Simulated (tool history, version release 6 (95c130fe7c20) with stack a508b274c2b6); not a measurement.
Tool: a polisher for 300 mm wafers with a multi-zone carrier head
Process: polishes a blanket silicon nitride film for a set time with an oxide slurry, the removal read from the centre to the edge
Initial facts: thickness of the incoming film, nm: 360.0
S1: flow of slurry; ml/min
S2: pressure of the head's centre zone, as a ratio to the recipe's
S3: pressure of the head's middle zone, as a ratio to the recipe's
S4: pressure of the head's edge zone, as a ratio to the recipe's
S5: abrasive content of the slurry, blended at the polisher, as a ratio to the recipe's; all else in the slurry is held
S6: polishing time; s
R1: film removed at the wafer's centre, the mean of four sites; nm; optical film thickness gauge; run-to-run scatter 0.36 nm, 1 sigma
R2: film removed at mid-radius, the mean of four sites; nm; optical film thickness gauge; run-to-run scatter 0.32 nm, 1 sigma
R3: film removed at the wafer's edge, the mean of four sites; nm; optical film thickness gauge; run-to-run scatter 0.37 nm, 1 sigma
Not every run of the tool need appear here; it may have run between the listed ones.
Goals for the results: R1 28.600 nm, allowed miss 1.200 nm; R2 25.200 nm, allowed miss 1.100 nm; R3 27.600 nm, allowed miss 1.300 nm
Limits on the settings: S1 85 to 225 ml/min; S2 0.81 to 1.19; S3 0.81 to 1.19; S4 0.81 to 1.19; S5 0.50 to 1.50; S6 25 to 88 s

Run 1, hour 0.0: S1 145 ml/min, S2 1.00, S3 1.00, S4 1.00, S5 1.00, S6 56 s. Result: R1 34.725 nm, R2 33.754 nm, R3 34.052 nm.
Run 2, hour 6.4: S1 135 ml/min, S2 0.99, S3 0.96, S4 0.97, S5 0.90, S6 56 s. Result: R1 31.654 nm, R2 30.681 nm, R3 32.334 nm.
Run 3, hour 9.1: S1 135 ml/min, S2 1.01, S3 0.94, S4 0.95, S5 0.80, S6 55 s. Result: R1 30.454 nm, R2 27.503 nm, R3 28.185 nm.
Run 4, hour 12.4: S1 135 ml/min, S2 1.07, S3 0.94, S4 0.95, S5 0.80, S6 55 s. Result: R1 30.868 nm, R2 26.996 nm, R3 28.965 nm.
Run 5, hour 15.9: S1 125 ml/min, S2 1.06, S3 0.93, S4 0.95, S5 0.80, S6 55 s. Result: R1 30.447 nm, R2 26.903 nm, R3 28.534 nm.
Run 6, hour 20.7: S1 145 ml/min, S2 1.06, S3 0.93, S4 0.95, S5 0.80, S6 55 s. Result: R1 31.260 nm, R2 28.327 nm, R3 29.198 nm.
Run 7, hour 28.4: S1 135 ml/min, S2 1.04, S3 0.92, S4 0.95, S5 0.80, S6 55 s. Result: R1 30.363 nm, R2 27.293 nm, R3 28.687 nm.
Run 8, hour 30.0: S1 125 ml/min, S2 1.04, S3 0.91, S4 0.95, S5 0.80, S6 55 s. Result: R1 29.551 nm, R2 26.562 nm, R3 27.955 nm.

5 candidate next runs follow, results not yet known. Just one meets every target within its allowed miss. Identify it.
Run A, hour 31.6: S1 140 ml/min, S2 1.02, S3 0.91, S4 0.91, S5 0.85, S6 54 s. Result: R1 ?, R2 ?, R3 ?.
Run B, hour 31.6: S1 95 ml/min, S2 1.06, S3 0.90, S4 0.95, S5 0.80, S6 57 s. Result: R1 ?, R2 ?, R3 ?.
Run C, hour 31.6: S1 140 ml/min, S2 1.01, S3 0.94, S4 0.86, S5 0.75, S6 60 s. Result: R1 ?, R2 ?, R3 ?.
Run D, hour 31.6: S1 135 ml/min, S2 0.97, S3 0.92, S4 0.85, S5 0.65, S6 63 s. Result: R1 ?, R2 ?, R3 ?.
Run E, hour 31.6: S1 85 ml/min, S2 1.08, S3 0.81, S4 1.01, S5 0.80, S6 64 s. Result: R1 ?, R2 ?, R3 ?.

move      R1      R2      R3
   A  30.880  27.938  28.624
   B  28.781  25.235  27.564
   C  31.540  29.607  28.759
   D  28.676  27.580  27.200
   E  31.298  24.889  31.025
A: its largest miss is bigger than the last run's
B: all results in spec
C: its largest miss is bigger than the last run's
D: its largest miss is bigger than the last run's
E: the worst result of the last run now meets its target, but another is out of spec
Answer: B
